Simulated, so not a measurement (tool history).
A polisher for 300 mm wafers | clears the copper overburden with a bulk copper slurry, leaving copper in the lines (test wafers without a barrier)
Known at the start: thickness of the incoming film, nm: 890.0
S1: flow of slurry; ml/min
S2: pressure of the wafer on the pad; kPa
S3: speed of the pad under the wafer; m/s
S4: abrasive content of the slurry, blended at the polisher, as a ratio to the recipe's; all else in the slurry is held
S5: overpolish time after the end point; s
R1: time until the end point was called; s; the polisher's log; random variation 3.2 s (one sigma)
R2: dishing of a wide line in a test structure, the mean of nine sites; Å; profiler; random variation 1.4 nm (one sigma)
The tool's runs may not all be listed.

{"run": 1, "day": 0.0, "S1": 175, "S2": 15.9, "S3": 1.42, "S4": 1, "S5": 27, "R1": 106.93, "R2": 864.58}
{"run": 2, "day": 0.033, "S1": 175, "S2": 13.1, "S3": 1.32, "S4": 1, "S5": 28, "R1": 130.24, "R2": 813.92}
{"run": 3, "day": 0.079, "S1": 170, "S2": 11, "S3": 1.2, "S4": 1, "S5": 28, "R1": 156.07, "R2": 728.03}
{"run": 4, "day": 0.167, "S1": 170, "S2": 11, "S3": 1.2, "S4": 1, "S5": 38, "R1": 154.18, "R2": 773.06}
{"run": 5, "day": 0.525, "S1": 170, "S2": 9.7, "S3": 1.1, "S4": 1, "S5": 39, "R1": 184.56, "R2": 738.78}
{"run": 6, "day": 0.804, "S1": 170, "S2": 9, "S3": 1.06, "S4": 1, "S5": 38, "R1": 200.84, "R2": 726.53}
{"run": 7, "day": 0.929, "S1": 170, "S2": 8.3, "S3": 1.06, "S4": 1, "S5": 36, "R1": 213.86, "R2": 721.59}

Run 8 comes next. What will it give?
{"run": 8, "day": 1.0, "S1": 170, "S2": 6.9, "S3": 1.06, "S4": 1, "S5": 24, "R1": "?", "R2": "?"}

R1: 229.8 s
R2: 550.25 Å
